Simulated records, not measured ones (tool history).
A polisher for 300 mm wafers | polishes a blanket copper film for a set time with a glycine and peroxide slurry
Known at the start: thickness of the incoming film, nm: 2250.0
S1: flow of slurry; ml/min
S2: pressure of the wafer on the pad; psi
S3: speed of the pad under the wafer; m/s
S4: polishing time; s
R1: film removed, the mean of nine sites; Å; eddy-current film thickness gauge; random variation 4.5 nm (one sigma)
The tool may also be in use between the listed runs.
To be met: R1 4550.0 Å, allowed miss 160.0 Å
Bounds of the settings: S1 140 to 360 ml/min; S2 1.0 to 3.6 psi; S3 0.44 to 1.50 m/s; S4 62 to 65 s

{"run": 1, "day": 0.0, "S1": 230, "S2": 2.3, "S3": 0.96, "S4": 62, "R1": 2733.2}
{"run": 2, "day": 0.104, "S1": 230, "S2": 2.5, "S3": 0.98, "S4": 62, "R1": 2939.4}
{"run": 3, "day": 0.371, "S1": 230, "S2": 2.5, "S3": 0.98, "S4": 65, "R1": 3042.9}
{"run": 4, "day": 0.646, "S1": 230, "S2": 2.7, "S3": 1.0, "S4": 65, "R1": 3336.2}
{"run": 5, "day": 0.896, "S1": 230, "S2": 2.9, "S3": 1.0, "S4": 65, "R1": 3527.5}
{"day": 1.271, "done": "worn pad replaced by a new one"}
{"run": 6, "day": 1.271, "S1": 230, "S2": 3.0, "S3": 1.02, "S4": 65, "R1": 3961.7}
{"run": 7, "day": 1.446, "S1": 230, "S2": 3.0, "S3": 1.02, "S4": 65, "R1": 3903.4}
{"run": 8, "day": 1.771, "S1": 230, "S2": 3.1, "S3": 1.02, "S4": 65, "R1": 3945.4}
{"run": 9, "day": 1.8, "S1": 230, "S2": 3.2, "S3": 1.02, "S4": 65, "R1": 4207.5}
{"run": 10, "day": 2.029, "S1": 235, "S2": 3.3, "S3": 1.02, "S4": 65, "R1": 4225.5}
{"run": 11, "day": 2.4, "S1": 235, "S2": 3.4, "S3": 1.02, "S4": 65, "R1": 4326.6}

5 next moves are on the table. One of them brings every result within its allowed miss. Which?
{"run": "A", "day": 2.771, "S1": 215, "S2": 3.0, "S3": 1.16, "S4": 62, "R1": "?"}
{"run": "B", "day": 2.771, "S1": 265, "S2": 3.1, "S3": 1.06, "S4": 65, "R1": "?"}
{"run": "C", "day": 2.771, "S1": 285, "S2": 3.6, "S3": 1.1, "S4": 65, "R1": "?"}
{"run": "D", "day": 2.771, "S1": 225, "S2": 3.4, "S3": 1.08, "S4": 65, "R1": "?"}
{"run": "E", "day": 2.771, "S1": 180, "S2": 3.3, "S3": 1.02, "S4": 65, "R1": "?"}

move=A R1=4135.6
move=B R1=4266.5
move=C R1=4989.4
move=D R1=4592.7
move=E R1=4202.8
A: further off than the last run
B: further off than the last run
C: takes the result that was furthest off past its target
D: meets every target
E: further off than the last run
Answer: D
